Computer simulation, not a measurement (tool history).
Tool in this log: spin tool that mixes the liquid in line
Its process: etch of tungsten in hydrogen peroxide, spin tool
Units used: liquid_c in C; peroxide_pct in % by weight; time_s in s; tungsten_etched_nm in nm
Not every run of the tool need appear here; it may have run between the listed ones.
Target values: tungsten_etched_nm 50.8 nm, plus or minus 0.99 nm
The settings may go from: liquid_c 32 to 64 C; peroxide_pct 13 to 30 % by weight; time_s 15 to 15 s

run	day	liquid_c	peroxide_pct	time_s	tungsten_etched_nm
1	0	48	25	15	33.191
2	0.288	48	22.5	15	31.385
3	0.538	48	22.5	15	31.723
4	0.833	52.5	22.5	15	41.649
5	0.858	53	22.5	15	42.566
6	1.079	59.5	22.5	15	62.896
7	1.433	59	22.5	15	60.764
8	1.538	55.5	22.5	15	49.489

Exactly one of the 4 candidate moves below puts every result within its allowed miss. Which one?
A	1.642	56	20.5	15	?
B	1.642	56.5	18	15	?
C	1.642	53	28.5	15	?
D	1.642	56	22	15	?

move	tungsten_etched_nm
A	48.665
B	46.963
C	48.007
D	50.414
A: misses by more than the last run did
B: misses by more than the last run did
C: misses by more than the last run did
D: meets every target
Correct choice: D, which meets every target

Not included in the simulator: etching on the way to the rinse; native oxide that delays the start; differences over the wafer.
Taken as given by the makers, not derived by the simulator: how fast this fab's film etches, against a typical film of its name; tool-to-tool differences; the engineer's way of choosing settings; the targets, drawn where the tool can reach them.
